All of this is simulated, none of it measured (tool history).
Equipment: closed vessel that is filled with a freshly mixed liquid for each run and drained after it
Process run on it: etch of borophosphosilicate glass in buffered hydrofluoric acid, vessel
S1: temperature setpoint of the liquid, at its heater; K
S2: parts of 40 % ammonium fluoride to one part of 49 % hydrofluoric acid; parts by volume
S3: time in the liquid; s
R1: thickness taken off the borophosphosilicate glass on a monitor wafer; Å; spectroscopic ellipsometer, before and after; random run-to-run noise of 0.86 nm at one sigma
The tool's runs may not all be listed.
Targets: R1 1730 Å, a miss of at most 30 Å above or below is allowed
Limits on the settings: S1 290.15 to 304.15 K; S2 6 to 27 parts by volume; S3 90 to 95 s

{"run": 1, "hour": 0.0, "S1": 296.15, "S2": 16.5, "S3": 90, "R1": 871.08}
{"run": 2, "hour": 8.2, "S1": 296.15, "S2": 16.5, "S3": 95, "R1": 921.17}
{"run": 3, "hour": 13.4, "S1": 296.15, "S2": 16.5, "S3": 90, "R1": 873.17}
{"run": 4, "hour": 18.9, "S1": 298.15, "S2": 15.5, "S3": 90, "R1": 1026.5}
{"run": 5, "hour": 25.2, "S1": 295.15, "S2": 15.5, "S3": 90, "R1": 871.33}
{"run": 6, "hour": 29.2, "S1": 297.15, "S2": 14.5, "S3": 90, "R1": 1033.7}
{"run": 7, "hour": 30.0, "S1": 298.65, "S2": 14, "S3": 90, "R1": 1174.6}
{"run": 8, "hour": 31.6, "S1": 299.65, "S2": 14, "S3": 90, "R1": 1221.4}
{"run": 9, "hour": 39.6, "S1": 300.65, "S2": 13.5, "S3": 90, "R1": 1346.2}

4 next moves are on the table. One of them brings every result within its allowed miss. Which?
{"run": "A", "hour": 47.6, "S1": 300.65, "S2": 12, "S3": 95, "R1": "?"}
{"run": "B", "hour": 47.6, "S1": 300.65, "S2": 11, "S3": 95, "R1": "?"}
{"run": "C", "hour": 47.6, "S1": 296.65, "S2": 12.5, "S3": 90, "R1": "?"}
{"run": "D", "hour": 47.6, "S1": 298.15, "S2": 8, "S3": 95, "R1": "?"}

move=A R1=1587.2
move=B R1=1728.6
move=C R1=1166.3
move=D R1=2021.5
A: an improvement on the last run, though not all results are within tolerance
B: all results in spec
C: misses by more than the last run did
D: takes the result that was furthest off past its target
B is the move that brings every result within its allowed miss.

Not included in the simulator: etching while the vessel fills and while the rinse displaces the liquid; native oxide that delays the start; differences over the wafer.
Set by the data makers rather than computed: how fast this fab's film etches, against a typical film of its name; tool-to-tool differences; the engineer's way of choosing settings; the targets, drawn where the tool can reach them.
